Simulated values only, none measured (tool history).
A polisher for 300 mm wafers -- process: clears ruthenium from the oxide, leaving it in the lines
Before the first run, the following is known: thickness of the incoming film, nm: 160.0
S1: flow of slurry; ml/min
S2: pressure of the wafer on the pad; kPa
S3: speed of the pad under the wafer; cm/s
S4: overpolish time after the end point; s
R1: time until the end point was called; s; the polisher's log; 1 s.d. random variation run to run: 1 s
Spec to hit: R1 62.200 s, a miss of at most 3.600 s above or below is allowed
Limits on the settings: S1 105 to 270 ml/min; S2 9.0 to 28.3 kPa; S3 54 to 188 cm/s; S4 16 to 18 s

Run 1, hour 0.0: S1 175 ml/min, S2 18.6 kPa, S3 120 cm/s, S4 16 s. Result: R1 90.756 s.
Run 2, hour 6.2: S1 175 ml/min, S2 18.6 kPa, S3 120 cm/s, S4 16 s. Result: R1 89.409 s.
Run 3, hour 12.5: S1 175 ml/min, S2 21.4 kPa, S3 120 cm/s, S4 16 s. Result: R1 80.751 s.
Run 4, hour 19.9: S1 175 ml/min, S2 21.4 kPa, S3 120 cm/s, S4 16 s. Result: R1 81.241 s.
Run 5, hour 21.4: S1 145 ml/min, S2 21.4 kPa, S3 120 cm/s, S4 16 s. Result: R1 80.324 s.
Run 6, hour 28.9: S1 145 ml/min, S2 22.1 kPa, S3 120 cm/s, S4 16 s. Result: R1 78.654 s.
Run 7, hour 34.6: S1 145 ml/min, S2 22.8 kPa, S3 120 cm/s, S4 16 s. Result: R1 78.483 s.
Run 8, hour 36.9: S1 145 ml/min, S2 23.4 kPa, S3 120 cm/s, S4 16 s. Result: R1 74.892 s.
Run 9, hour 41.3: S1 145 ml/min, S2 24.1 kPa, S3 120 cm/s, S4 16 s. Result: R1 72.158 s.

Which single option among these 5 for the next run brings every result within its allowed miss of target? Just one does.
Run A, hour 45.7: S1 155 ml/min, S2 26.9 kPa, S3 90 cm/s, S4 18 s. Result: R1 ?.
Run B, hour 45.7: S1 175 ml/min, S2 22.1 kPa, S3 128 cm/s, S4 16 s. Result: R1 ?.
Run C, hour 45.7: S1 110 ml/min, S2 28.3 kPa, S3 124 cm/s, S4 16 s. Result: R1 ?.
Run D, hour 45.7: S1 140 ml/min, S2 24.8 kPa, S3 158 cm/s, S4 17 s. Result: R1 ?.
Run E, hour 45.7: S1 160 ml/min, S2 26.9 kPa, S3 144 cm/s, S4 16 s. Result: R1 ?.

move      R1
   A  89.441
   B  75.959
   C  64.863
   D  56.563
   E  56.559
A: moves away from the targets compared with the last run
B: moves away from the targets compared with the last run
C: each result inside its tolerance
D: the result that was furthest off in the last run now lies on the other side of its target
E: the result that was furthest off in the last run now lies on the other side of its target
C meets every target.

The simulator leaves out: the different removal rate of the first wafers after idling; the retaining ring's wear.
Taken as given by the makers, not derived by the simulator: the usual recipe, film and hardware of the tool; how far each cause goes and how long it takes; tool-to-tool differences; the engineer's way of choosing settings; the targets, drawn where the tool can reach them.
